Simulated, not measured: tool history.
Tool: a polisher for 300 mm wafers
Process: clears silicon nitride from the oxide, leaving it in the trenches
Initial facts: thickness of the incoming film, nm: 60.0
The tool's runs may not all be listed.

run  hour  flow of slurry (ml/min)  pressure of the wafer on the pad (psi)  speed of the pad under the wafer (m/s)  overpolish time after the end point (s)  time until the end point was called (s)
  1     0                      290                                       2                                    1.02                                       30                                   94.676
  2   1.5                      290                                     2.2                                    1.04                                       30                                   84.736
  3   6.3                      290                                     2.2                                    0.88                                       30                                   98.832
  4  12.4                      290                                     2.2                                     1.1                                       30                                   81.972
  5  17.5                      290                                     2.2                                     1.1                                       32                                   80.734
  6  24.1                      290                                     1.8                                     1.1                                       32                                   97.863
  7    28                      290                                       2                                    1.12                                       32                                   83.888

The next listed run, before its measurement:
  8  34.7                      290                                     2.1                                    1.14                                       32                                        ?

{"run 8": {"time until the end point was called (s)": 80.025}}
